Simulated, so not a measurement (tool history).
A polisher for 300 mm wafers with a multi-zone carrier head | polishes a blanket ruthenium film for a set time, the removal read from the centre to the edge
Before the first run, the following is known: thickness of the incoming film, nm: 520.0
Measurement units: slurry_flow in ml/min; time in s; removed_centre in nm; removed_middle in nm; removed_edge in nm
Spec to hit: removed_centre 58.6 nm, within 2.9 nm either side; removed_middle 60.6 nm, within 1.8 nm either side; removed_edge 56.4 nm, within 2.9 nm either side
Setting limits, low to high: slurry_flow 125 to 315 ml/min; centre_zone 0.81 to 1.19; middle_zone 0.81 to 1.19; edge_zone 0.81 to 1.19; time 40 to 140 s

run,hour,slurry_flow,centre_zone,middle_zone,edge_zone,time,removed_centre,removed_middle,removed_edge
1,0,205,1,1,1,90,88.183,86.72,86.761
2,1.1,225,1,1,1,90,86.589,85.899,85.618
3,5.3,225,0.99,1,0.98,85,83.386,83.408,81.138
4,11.1,225,0.99,1,0.94,85,81.057,81.792,81.86
5,19.1,195,0.99,1,0.94,85,80.648,81.8,79.599
6,25.2,190,0.99,1,0.93,80,76.008,77.609,74.421
7,32.1,185,0.99,1,0.92,77,73.529,73.489,71.8
8,39.9,180,0.99,1.01,0.91,74,71.077,70.865,66.341
9,47.7,180,0.98,1.01,0.91,72,65.043,69.117,66.603
10,51.4,175,0.98,1.01,0.9,70,63.246,66.07,64.344
11,54.9,170,0.98,1.01,0.89,69,63.903,66.953,61.47
12,56.1,170,0.98,1.01,0.89,69,63.453,66.067,62.341
13,59.9,165,0.98,1.01,0.88,68,61.536,63.901,60.139
14,60.8,165,0.98,1.01,0.88,68,64.197,65.671,60.741
15,64.1,160,0.97,1.01,0.87,67,61.304,64.109,60.234
16,69.5,160,0.97,1.01,0.87,66,60.492,62.378,60.129

Pick the move, out of 4, that brings all results within their allowed miss; only one does.
A,74.9,180,0.96,1,0.85,69,?,?,?
B,74.9,125,0.95,1.15,0.89,60,?,?,?
C,74.9,165,0.95,0.95,0.81,66,?,?,?
D,74.9,165,0.81,0.93,0.98,68,?,?,?

move,removed_centre,removed_middle,removed_edge
A,63.271,66.659,59.353
B,51.979,61.24,51.043
C,59.23,61.024,55.222
D,51.953,62.023,62.082
A: moves away from the targets compared with the last run
B: pushes the last run's worst result past its target
C: hits every target within its allowed miss
D: moves away from the targets compared with the last run
Go with C: it meets all targets.

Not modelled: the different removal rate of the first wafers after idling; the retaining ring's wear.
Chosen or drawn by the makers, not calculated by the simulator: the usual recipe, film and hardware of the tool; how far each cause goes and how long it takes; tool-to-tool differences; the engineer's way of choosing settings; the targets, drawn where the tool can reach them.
